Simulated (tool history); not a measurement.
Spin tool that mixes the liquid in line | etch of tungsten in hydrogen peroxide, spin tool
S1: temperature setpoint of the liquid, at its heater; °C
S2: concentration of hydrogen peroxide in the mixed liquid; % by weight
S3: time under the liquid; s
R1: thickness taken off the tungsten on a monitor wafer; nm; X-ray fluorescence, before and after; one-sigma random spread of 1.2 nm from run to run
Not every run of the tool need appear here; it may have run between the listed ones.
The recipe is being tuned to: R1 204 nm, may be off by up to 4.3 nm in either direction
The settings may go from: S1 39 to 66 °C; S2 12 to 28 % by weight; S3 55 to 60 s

Run 1, day 0: S1 55 °C, S2 19 % by weight, S3 55 s. Result: R1 151.79 nm.
Run 2, day 0.317: S1 55.5 °C, S2 19 % by weight, S3 55 s. Result: R1 155.57 nm.
Run 3, day 0.646: S1 56 °C, S2 19 % by weight, S3 55 s. Result: R1 160.3 nm.
Run 4, day 0.704: S1 52 °C, S2 19 % by weight, S3 55 s. Result: R1 125.94 nm.
Run 5, day 0.779: S1 52 °C, S2 19 % by weight, S3 60 s. Result: R1 138.81 nm.
Run 6, day 1.138: S1 52 °C, S2 20.5 % by weight, S3 60 s. Result: R1 143.66 nm.
Run 7, day 1.208: S1 52.5 °C, S2 20.5 % by weight, S3 60 s. Result: R1 147.22 nm.
Run 8, day 1.254: S1 53 °C, S2 20.5 % by weight, S3 60 s. Result: R1 150.66 nm.

Pick the move, out of 5, that brings all results within their allowed miss; only one does.
Run A, day 1.3: S1 58 °C, S2 24.5 % by weight, S3 60 s. Result: R1 ?.
Run B, day 1.3: S1 61 °C, S2 22 % by weight, S3 60 s. Result: R1 ?.
Run C, day 1.3: S1 47 °C, S2 20 % by weight, S3 60 s. Result: R1 ?.
Run D, day 1.3: S1 50.5 °C, S2 24.5 % by weight, S3 55 s. Result: R1 ?.
Run E, day 1.3: S1 59.5 °C, S2 17 % by weight, S3 60 s. Result: R1 ?.

move      R1
   A  222.83
   B  251.04
   C  103.83
   D  130.68
   E  202.47
A: pushes the last run's worst result past its target
B: pushes the last run's worst result past its target
C: lands further from the targets than the last run did
D: lands further from the targets than the last run did
E: each result inside its tolerance
The move that meets every target is E.
